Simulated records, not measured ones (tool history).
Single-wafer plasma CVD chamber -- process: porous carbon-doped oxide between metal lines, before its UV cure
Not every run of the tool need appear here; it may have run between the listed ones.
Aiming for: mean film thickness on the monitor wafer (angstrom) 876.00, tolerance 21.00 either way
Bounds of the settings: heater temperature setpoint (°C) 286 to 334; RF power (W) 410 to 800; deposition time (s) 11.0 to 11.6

run,hour,heater temperature setpoint (°C),RF power (W),deposition time (s),mean film thickness on the monitor wafer (angstrom)
1,0.0,310,605,11.6,690.72
2,4.3,305,635,11.6,734.15
3,13.0,305,635,11.6,734.14
4,20.8,301,655,11.6,766.70
5,29.1,298,670,11.6,795.17
6,33.2,294,670,11.6,807.95
7,36.2,293,680,11.6,824.55
8,38.5,292,685,11.6,832.45
9,44.2,291,690,11.6,844.48
10,47.6,290,695,11.6,854.68

Next run, 4 choices. One meets every target within its allowed miss, the rest don't. Which?
A,51.0,292,680,11.6,?
B,51.0,286,750,11.6,?
C,51.0,296,710,11.5,?
D,51.0,291,745,11.3,?

move,mean film thickness on the monitor wafer (angstrom)
A,830.81
B,926.05
C,835.04
D,874.80
A: further off than the last run
B: pushes the last run's worst result past its target
C: further off than the last run
D: every result lands within tolerance
The move that meets every target is D.
